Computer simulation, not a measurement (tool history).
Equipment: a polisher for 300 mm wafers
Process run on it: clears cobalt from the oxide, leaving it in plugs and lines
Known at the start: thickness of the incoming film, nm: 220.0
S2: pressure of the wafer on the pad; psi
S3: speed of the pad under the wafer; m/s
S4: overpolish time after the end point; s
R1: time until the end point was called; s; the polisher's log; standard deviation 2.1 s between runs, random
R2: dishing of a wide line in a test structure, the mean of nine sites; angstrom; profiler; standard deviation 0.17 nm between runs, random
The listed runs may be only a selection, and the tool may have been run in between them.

run 1 hour=0 | flow_of_slurry_(ml/min)=265 S2=1.5 S3=0.94 S4=21 | R1=70.191 R2=416.7
run 2 hour=1.2 | flow_of_slurry_(ml/min)=265 S2=1.7 S3=0.94 S4=21 | R1=62.418 R2=441.74
run 3 hour=6.4 | flow_of_slurry_(ml/min)=265 S2=1.7 S3=1.06 S4=21 | R1=55.779 R2=477.57
run 4 hour=14.8 | flow_of_slurry_(ml/min)=265 S2=2 S3=1.06 S4=21 | R1=46.222 R2=537.1
run 5 hour=19.8 | flow_of_slurry_(ml/min)=265 S2=2.2 S3=1.06 S4=21 | R1=43.255 R2=568.23
run 6 hour=24.8 | flow_of_slurry_(ml/min)=255 S2=2 S3=1 S4=19 | R1=51.399 R2=482.45
run 7 hour=28.1 | flow_of_slurry_(ml/min)=275 S2=1.8 S3=0.94 S4=17 | R1=57.27 R2=404.84
-- hour=30.5 slurry nozzle cleaned
run 8 hour=30.5 | flow_of_slurry_(ml/min)=285 S2=1.7 S3=0.88 S4=16 | R1=62.622 R2=362.06
run 9 hour=36.5 | flow_of_slurry_(ml/min)=360 S2=1.3 S3=0.62 S4=6 | R1=113.67 R2=97.466
run 10 hour=44.7 | flow_of_slurry_(ml/min)=350 S2=1.3 S3=0.62 S4=7 | R1=114.84 R2=111.34
run 11 hour=53.6 | flow_of_slurry_(ml/min)=345 S2=1.3 S3=0.62 S4=7 | R1=115.88 R2=113.63
run 12 hour=55 | flow_of_slurry_(ml/min)=340 S2=1.3 S3=0.62 S4=7 | R1=116.31 R2=111.2

What will run 13 give?
run 13 hour=62.9 | flow_of_slurry_(ml/min)=335 S2=1.3 S3=0.62 S4=7 | R1=? R2=?

R1: 115.63 s
R2: 107.14 angstrom
